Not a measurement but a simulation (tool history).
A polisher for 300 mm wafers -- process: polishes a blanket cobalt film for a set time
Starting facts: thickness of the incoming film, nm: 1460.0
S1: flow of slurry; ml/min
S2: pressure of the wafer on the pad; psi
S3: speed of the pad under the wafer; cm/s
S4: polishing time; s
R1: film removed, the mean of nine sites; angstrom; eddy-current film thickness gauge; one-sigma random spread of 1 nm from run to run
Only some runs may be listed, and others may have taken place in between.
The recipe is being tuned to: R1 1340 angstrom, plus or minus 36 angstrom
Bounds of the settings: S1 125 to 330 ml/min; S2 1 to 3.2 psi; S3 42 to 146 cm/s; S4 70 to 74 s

| run | day | S1 | S2 | S3 | S4 | R1 |
|---|---|---|---|---|---|---|
| 1 | 0 | 210 | 2.1 | 94 | 70 | 3011.3 |
| 2 | 0.146 | 205 | 1.8 | 88 | 70 | 2469.9 |
| 3 | 0.279 | 205 | 1.8 | 100 | 70 | 2728.6 |
| 4 | 0.375 | 205 | 1.8 | 86 | 70 | 2407.9 |
| 5 | 0.446 | 200 | 1.6 | 80 | 70 | 2032.2 |
| 6 | 0.762 | 195 | 1.4 | 78 | 70 | 1743.6 |
| 7 | 0.838 | 185 | 1.3 | 78 | 70 | 1610.4 |
| 8 | 0.912 | 170 | 1.2 | 78 | 70 | 1464.6 |
| 9 | 1.262 | 160 | 1.2 | 78 | 70 | 1449.8 |
| 10 | 1.288 | 150 | 1.2 | 78 | 70 | 1423.4 |
| 11 | 1.329 | 145 | 1.2 | 78 | 70 | 1425.8 |
|  | 1.704 | slurry nozzle cleaned |
| 12 | 1.704 | 140 | 1.2 | 78 | 70 | 1490.2 |
| 13 | 2.071 | 140 | 1.2 | 78 | 70 | 1476.7 |

Pick the move, out of 5, that brings all results within their allowed miss; only one does.
| A | 2.438 | 125 | 1.5 | 64 | 74 | ? |
| B | 2.438 | 165 | 1 | 82 | 70 | ? |
| C | 2.438 | 145 | 1.2 | 82 | 74 | ? |
| D | 2.438 | 125 | 1.2 | 90 | 74 | ? |
| E | 2.438 | 125 | 1.5 | 68 | 70 | ? |

| move | R1 |
|---|---|
| A | 1607.6 |
| B | 1319 |
| C | 1614.1 |
| D | 1673.8 |
| E | 1588.1 |
A: moves away from the targets compared with the last run
B: every result lands within tolerance
C: moves away from the targets compared with the last run
D: moves away from the targets compared with the last run
E: moves away from the targets compared with the last run
B is the move that brings every result within its allowed miss.

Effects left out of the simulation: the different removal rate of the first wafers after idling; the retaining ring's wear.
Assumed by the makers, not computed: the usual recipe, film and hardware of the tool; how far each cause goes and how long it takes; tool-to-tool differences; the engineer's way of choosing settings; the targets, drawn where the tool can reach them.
